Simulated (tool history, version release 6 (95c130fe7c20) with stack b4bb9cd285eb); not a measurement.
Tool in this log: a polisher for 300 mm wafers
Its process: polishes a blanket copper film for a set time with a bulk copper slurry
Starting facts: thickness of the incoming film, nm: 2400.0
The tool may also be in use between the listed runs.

run  hour  flow of slurry (ml/min)  pressure of the wafer on the pad (psi)  speed of the pad under the wafer (cm/s)  abrasive content of the slurry  polishing time (s)  film removed (angstrom)
  1     0                      280                                     2.2                                      132                               1                  91                    10231
  2   0.7                      280                                     2.4                                      132                               1                  91                    11035
  3   5.9                      280                                     2.6                                      132                               1                  91                    12025
  4  11.5                      280                                     2.7                                      132                               1                  91                    12630
  5  19.6                      280                                     2.7                                      132                               1                  91                    12470
  6  23.2                      280                                     2.8                                      132                               1                  91                    12965
  7  26.4                      280                                     2.9                                      132                               1                  91                    13245

Run 8 has not been measured yet. What should we expect?
  8  31.7                      280                                       3                                      132                               1                  91                        ?

{"run 8": {"film removed (angstrom)": 13783}}
